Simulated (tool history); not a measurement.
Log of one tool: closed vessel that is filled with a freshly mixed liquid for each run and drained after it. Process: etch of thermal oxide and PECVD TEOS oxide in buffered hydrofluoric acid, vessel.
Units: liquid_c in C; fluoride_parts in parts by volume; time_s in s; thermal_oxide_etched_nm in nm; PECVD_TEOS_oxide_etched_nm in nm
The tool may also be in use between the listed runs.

run	day	liquid_c	fluoride_parts	time_s	thermal_oxide_etched_nm	PECVD_TEOS_oxide_etched_nm
1	0.000	22.0	20.0	60	32.732	37.856
2	0.200	22.0	24.5	60	28.417	33.246
3	0.250	24.5	24.5	60	31.940	38.114
4	0.396	25.5	22.0	60	37.011	43.481
5	0.471	26.5	20.5	60	40.616	47.302
6	0.750	23.5	20.5	60	34.784	40.463
7	0.842	25.0	19.5	60	39.151	45.904
8	1.212	26.0	18.5	60	43.697	51.088
9	1.462	27.0	18.0	60	46.266	55.279
10	1.754	27.5	17.5	60	50.157	58.330
11	1.838	28.0	17.5	60	50.527	59.609
12	2.125	28.5	17.5	60	52.824	61.419
13	2.404	29.0	17.5	60	54.137	62.647

Run 14 comes next. What will it give?
14	2.662	29.5	17.5	60	?	?

Run 14 gave thermal_oxide_etched_nm 56.010 nm, PECVD_TEOS_oxide_etched_nm 64.866 nm.
